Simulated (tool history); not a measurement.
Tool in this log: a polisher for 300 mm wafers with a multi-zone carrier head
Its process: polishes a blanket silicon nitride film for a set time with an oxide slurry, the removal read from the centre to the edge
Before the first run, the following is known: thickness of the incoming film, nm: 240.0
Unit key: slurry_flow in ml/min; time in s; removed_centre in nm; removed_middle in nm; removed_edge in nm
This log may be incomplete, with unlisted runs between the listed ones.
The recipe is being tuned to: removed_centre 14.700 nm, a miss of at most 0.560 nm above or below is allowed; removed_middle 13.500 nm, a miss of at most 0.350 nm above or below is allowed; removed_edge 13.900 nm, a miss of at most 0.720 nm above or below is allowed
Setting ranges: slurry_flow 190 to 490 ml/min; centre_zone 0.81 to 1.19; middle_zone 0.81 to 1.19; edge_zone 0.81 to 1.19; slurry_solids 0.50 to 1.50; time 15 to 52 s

run 1 hour=0.0 | slurry_flow=315 centre_zone=1.00 middle_zone=1.00 edge_zone=1.00 slurry_solids=1.00 time=33 | removed_centre=20.801 removed_middle=20.873 removed_edge=20.294
run 2 hour=5.4 | slurry_flow=315 centre_zone=0.95 middle_zone=1.00 edge_zone=1.00 slurry_solids=1.00 time=33 | removed_centre=19.765 removed_middle=20.710 removed_edge=20.795
run 3 hour=9.2 | slurry_flow=315 centre_zone=0.95 middle_zone=1.05 edge_zone=1.00 slurry_solids=1.00 time=33 | removed_centre=19.708 removed_middle=21.727 removed_edge=20.574
run 4 hour=17.4 | slurry_flow=240 centre_zone=0.95 middle_zone=1.05 edge_zone=1.00 slurry_solids=1.00 time=33 | removed_centre=19.131 removed_middle=21.045 removed_edge=20.108
run 5 hour=20.9 | slurry_flow=240 centre_zone=0.97 middle_zone=1.00 edge_zone=0.97 slurry_solids=0.85 time=32 | removed_centre=17.466 removed_middle=18.349 removed_edge=17.856
run 6 hour=21.5 | slurry_flow=240 centre_zone=0.99 middle_zone=0.95 edge_zone=0.94 slurry_solids=0.75 time=32 | removed_centre=16.659 removed_middle=16.133 removed_edge=16.360
run 7 hour=28.3 | slurry_flow=240 centre_zone=0.99 middle_zone=0.93 edge_zone=0.90 slurry_solids=0.70 time=32 | removed_centre=15.985 removed_middle=15.510 removed_edge=15.931
run 8 hour=33.4 | slurry_flow=235 centre_zone=1.00 middle_zone=0.92 edge_zone=0.88 slurry_solids=0.65 time=32 | removed_centre=15.984 removed_middle=14.725 removed_edge=14.978
run 9 hour=39.5 | slurry_flow=230 centre_zone=0.99 middle_zone=0.91 edge_zone=0.86 slurry_solids=0.60 time=32 | removed_centre=14.905 removed_middle=13.987 removed_edge=14.031

Exercise: of the 4 proposed moves below, exactly one satisfies all targets within the stated allowed misses. Which move is it?
run A hour=45.6 | slurry_flow=305 centre_zone=0.99 middle_zone=0.99 edge_zone=0.81 slurry_solids=0.50 time=33 | removed_centre=? removed_middle=? removed_edge=?
run B hour=45.6 | slurry_flow=190 centre_zone=0.98 middle_zone=0.89 edge_zone=0.83 slurry_solids=0.70 time=30 | removed_centre=? removed_middle=? removed_edge=?
run C hour=45.6 | slurry_flow=225 centre_zone=0.96 middle_zone=1.00 edge_zone=0.81 slurry_solids=0.55 time=33 | removed_centre=? removed_middle=? removed_edge=?
run D hour=45.6 | slurry_flow=235 centre_zone=1.00 middle_zone=0.93 edge_zone=0.87 slurry_solids=0.65 time=31 | removed_centre=? removed_middle=? removed_edge=?

move=A removed_centre=14.205 removed_middle=14.142 removed_edge=12.648
move=B removed_centre=14.671 removed_middle=13.580 removed_edge=13.598
move=C removed_centre=14.114 removed_middle=14.664 removed_edge=13.093
move=D removed_centre=15.268 removed_middle=14.319 removed_edge=14.027
A: misses by more than the last run did
B: all results in spec
C: misses by more than the last run did
D: misses by more than the last run did
Move B is the one to make.

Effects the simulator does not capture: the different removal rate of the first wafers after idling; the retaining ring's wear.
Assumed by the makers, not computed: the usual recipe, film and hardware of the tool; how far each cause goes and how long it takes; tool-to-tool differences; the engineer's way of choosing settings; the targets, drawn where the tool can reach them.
